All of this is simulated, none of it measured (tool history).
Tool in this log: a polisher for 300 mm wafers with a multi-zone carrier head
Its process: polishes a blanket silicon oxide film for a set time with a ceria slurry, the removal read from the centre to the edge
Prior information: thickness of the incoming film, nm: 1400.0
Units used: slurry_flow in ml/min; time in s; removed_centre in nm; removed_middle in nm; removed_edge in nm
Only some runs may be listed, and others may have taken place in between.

Run 1, day 0.000: slurry_flow 290 ml/min, centre_zone 1.00, middle_zone 1.00, edge_zone 1.00, time 81 s. Result: removed_centre 289.47 nm, removed_middle 293.11 nm, removed_edge 299.52 nm.
Run 2, day 0.242: slurry_flow 290 ml/min, centre_zone 1.00, middle_zone 0.96, edge_zone 1.00, time 81 s. Result: removed_centre 292.96 nm, removed_middle 282.84 nm, removed_edge 303.89 nm.
Run 3, day 0.583: slurry_flow 225 ml/min, centre_zone 1.00, middle_zone 0.96, edge_zone 1.00, time 81 s. Result: removed_centre 283.50 nm, removed_middle 277.96 nm, removed_edge 300.84 nm.
Run 4, day 0.892: slurry_flow 225 ml/min, centre_zone 1.00, middle_zone 1.04, edge_zone 1.00, time 81 s. Result: removed_centre 288.73 nm, removed_middle 297.60 nm, removed_edge 294.11 nm.
Run 5, day 1.242: slurry_flow 230 ml/min, centre_zone 1.00, middle_zone 1.05, edge_zone 0.97, time 79 s. Result: removed_centre 274.44 nm, removed_middle 289.33 nm, removed_edge 281.70 nm.
Run 6, day 1.604: slurry_flow 200 ml/min, centre_zone 1.00, middle_zone 1.05, edge_zone 0.97, time 79 s. Result: removed_centre 273.51 nm, removed_middle 284.91 nm, removed_edge 278.35 nm.

The next listed run, before its measurement:
Run 7, day 1.771: slurry_flow 200 ml/min, centre_zone 1.00, middle_zone 1.06, edge_zone 0.94, time 78 s. Result: removed_centre ?, removed_middle ?, removed_edge ?.

Run 7 measured removed_centre 266.14 nm, removed_middle 286.50 nm, removed_edge 269.26 nm.
